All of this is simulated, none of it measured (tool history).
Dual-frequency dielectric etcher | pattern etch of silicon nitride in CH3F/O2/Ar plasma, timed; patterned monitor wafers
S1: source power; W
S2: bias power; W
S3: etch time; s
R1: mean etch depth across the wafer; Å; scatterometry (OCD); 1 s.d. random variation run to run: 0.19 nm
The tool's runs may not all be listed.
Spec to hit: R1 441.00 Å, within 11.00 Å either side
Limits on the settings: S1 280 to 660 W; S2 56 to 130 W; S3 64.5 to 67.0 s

| run | hour | S1 | S2 | S3 | R1 |
|---|---|---|---|---|---|
| 1 | 0.0 | 470 | 93 | 64.5 | 498.92 |
| 2 | 7.9 | 540 | 93 | 64.5 | 516.97 |
| 3 | 13.2 | 510 | 90 | 64.5 | 498.05 |
| 4 | 17.4 | 490 | 88 | 64.5 | 488.50 |
| 5 | 18.9 | 470 | 87 | 64.5 | 480.43 |
| 6 | 22.3 | 450 | 86 | 64.5 | 475.85 |
| 7 | 28.5 | 440 | 85 | 64.5 | 466.86 |
| 8 | 37.0 | 430 | 84 | 64.5 | 459.11 |
| 9 | 45.2 | 430 | 84 | 64.5 | 459.21 |

Exercise: of the 4 proposed moves below, exactly one satisfies all targets within the stated allowed misses. Which move is it?
| A | 53.4 | 320 | 86 | 65.5 | ? |
| B | 53.4 | 590 | 71 | 67.0 | ? |
| C | 53.4 | 440 | 87 | 64.5 | ? |
| D | 53.4 | 350 | 96 | 64.5 | ? |

| move | R1 |
|---|---|
| A | 443.83 |
| B | 468.11 |
| C | 472.65 |
| D | 475.05 |
A: meets every target
B: lands further from the targets than the last run did
C: lands further from the targets than the last run did
D: lands further from the targets than the last run did
A is the move that brings every result within its allowed miss.
